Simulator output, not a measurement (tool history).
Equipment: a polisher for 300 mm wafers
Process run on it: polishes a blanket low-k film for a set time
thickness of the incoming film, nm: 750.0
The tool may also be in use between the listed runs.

run  hour  flow of slurry (ml/min)  pressure of the wafer on the pad (kPa)  speed of the pad under the wafer (m/s)  abrasive content of the slurry  polishing time (s)  film removed (angstrom)
  1   0.0                      220                                    16.5                                    0.78                             1.0                  58                   241.64
  2   0.9                      220                                    14.5                                    0.78                             1.0                  58                   219.53
  3   4.8                      170                                    14.5                                    0.78                             1.0                  58                   205.92
  4   8.8                      165                                    13.1                                    0.78                             1.0                  58                   188.11
  5  11.1                      160                                    12.4                                    0.78                             1.0                  58                   176.03
  6  15.1                      160                                    12.4                                    0.60                             1.0                  58                   146.23
  7  23.2                      175                                    12.4                                    0.60                             1.0                  58                   148.03
  8  30.1                      190                                    12.4                                    0.60                             1.0                  58                   151.89

For run 9, what comes out?
  9  38.7                      200                                    12.4                                    0.60                             1.0                  58                        ?

{"run 9": {"film removed (angstrom)": 155.15}}
